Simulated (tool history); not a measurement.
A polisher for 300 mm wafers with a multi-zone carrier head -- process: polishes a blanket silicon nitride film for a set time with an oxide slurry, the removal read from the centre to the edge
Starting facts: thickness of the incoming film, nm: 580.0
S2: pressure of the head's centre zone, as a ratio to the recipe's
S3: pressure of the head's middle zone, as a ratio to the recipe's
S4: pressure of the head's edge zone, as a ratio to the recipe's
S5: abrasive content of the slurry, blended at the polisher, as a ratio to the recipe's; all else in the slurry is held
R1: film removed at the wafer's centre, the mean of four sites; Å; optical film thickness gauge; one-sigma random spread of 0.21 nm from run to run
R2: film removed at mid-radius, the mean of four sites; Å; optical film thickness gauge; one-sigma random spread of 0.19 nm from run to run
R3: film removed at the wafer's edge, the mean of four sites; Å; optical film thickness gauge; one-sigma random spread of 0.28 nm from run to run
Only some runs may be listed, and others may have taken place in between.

run 1 day=0.000 | flow_of_slurry_(ml/min)=305 S2=1.00 S3=1.00 S4=1.00 S5=1.00 polishing_time_(s)=46 | R1=330.96 R2=329.25 R3=320.64
run 2 day=0.100 | flow_of_slurry_(ml/min)=300 S2=0.97 S3=1.01 S4=0.99 S5=0.90 polishing_time_(s)=45 | R1=287.95 R2=304.18 R3=288.18
run 3 day=0.325 | flow_of_slurry_(ml/min)=295 S2=0.95 S3=1.00 S4=0.98 S5=0.85 polishing_time_(s)=45 | R1=268.92 R2=287.54 R3=282.82
run 4 day=0.354 | flow_of_slurry_(ml/min)=295 S2=0.95 S3=1.00 S4=0.98 S5=0.85 polishing_time_(s)=52 | R1=316.97 R2=334.22 R3=325.29
run 5 day=0.392 | flow_of_slurry_(ml/min)=295 S2=0.98 S3=1.00 S4=0.98 S5=0.85 polishing_time_(s)=52 | R1=326.53 R2=334.42 R3=323.07
run 6 day=0.762 | flow_of_slurry_(ml/min)=295 S2=0.98 S3=1.00 S4=0.98 S5=0.85 polishing_time_(s)=62 | R1=388.47 R2=402.89 R3=398.31
run 7 day=0.875 | flow_of_slurry_(ml/min)=290 S2=0.95 S3=1.00 S4=0.97 S5=0.80 polishing_time_(s)=59 | R1=342.02 R2=362.50 R3=353.83
run 8 day=1.171 | flow_of_slurry_(ml/min)=240 S2=0.85 S3=1.08 S4=1.01 S5=0.55 polishing_time_(s)=46 | R1=165.68 R2=213.23 R3=197.12

The next listed run, before its measurement:
run 9 day=1.471 | flow_of_slurry_(ml/min)=245 S2=0.85 S3=1.08 S4=1.01 S5=0.55 polishing_time_(s)=46 | R1=? R2=? R3=?

R1: 164.87 Å
R2: 212.97 Å
R3: 201.05 Å
